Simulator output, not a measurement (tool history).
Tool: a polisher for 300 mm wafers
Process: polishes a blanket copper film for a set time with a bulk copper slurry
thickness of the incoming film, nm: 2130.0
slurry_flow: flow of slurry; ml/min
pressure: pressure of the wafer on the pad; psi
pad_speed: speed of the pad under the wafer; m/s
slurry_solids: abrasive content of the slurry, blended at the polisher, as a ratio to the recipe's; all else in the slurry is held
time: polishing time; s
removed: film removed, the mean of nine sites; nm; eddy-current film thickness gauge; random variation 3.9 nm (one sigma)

run  hour  slurry_flow  pressure  pad_speed  slurry_solids  time  removed
  1   0.0          275       3.5       0.92            1.0    67   602.19
  2   1.3          315       3.5       0.92            1.0    67   608.17
  3   9.8          315       3.5       0.84            1.0    67   547.85
  4  11.3          315       3.5       0.84            0.9    67   539.18
  5  17.1          345       3.5       0.84            0.9    67   546.87
  6  17.7          345       3.3       0.84            0.9    67   523.47
  7  26.1          340       3.1       0.84            0.9    67   496.71
  8  32.8          340       3.0       0.84            0.9    67   481.55
  9  38.2          340       2.9       0.84            0.9    67   468.43
     44.9  -- worn pad replaced by a new one
 10  44.9          340       2.8       0.84            0.9    67   502.88
 11  48.2          335       1.8       0.82            0.9    67   359.64

The next listed run, before its measurement:
 12  54.5          335       1.9       0.82            0.9    67        ?

removed: 375.23 nm
